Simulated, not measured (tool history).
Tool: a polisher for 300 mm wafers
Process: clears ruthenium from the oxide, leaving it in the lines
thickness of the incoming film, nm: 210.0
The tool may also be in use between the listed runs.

| run | hour | flow of slurry (ml/min) | pressure of the wafer on the pad (psi) | speed of the pad under the wafer (cm/s) | overpolish time after the end point (s) | time until the end point was called (s) |
|---|---|---|---|---|---|---|
| 1 | 0 | 295 | 2.1 | 112 | 8 | 181.26 |
| 2 | 7.1 | 295 | 2.1 | 140 | 8 | 153.93 |
| 3 | 12.6 | 295 | 2.2 | 140 | 8 | 147.57 |
| 4 | 20.3 | 295 | 2.3 | 140 | 8 | 143.88 |
| 5 | 27.9 | 295 | 2.4 | 140 | 8 | 141.2 |
| 6 | 34.4 | 295 | 2.5 | 140 | 8 | 134.16 |

Run 7 comes next. What will it give?
| 7 | 36.3 | 295 | 2.6 | 140 | 8 | ? |

Run 7 gave time until the end point was called (s) 131.64.

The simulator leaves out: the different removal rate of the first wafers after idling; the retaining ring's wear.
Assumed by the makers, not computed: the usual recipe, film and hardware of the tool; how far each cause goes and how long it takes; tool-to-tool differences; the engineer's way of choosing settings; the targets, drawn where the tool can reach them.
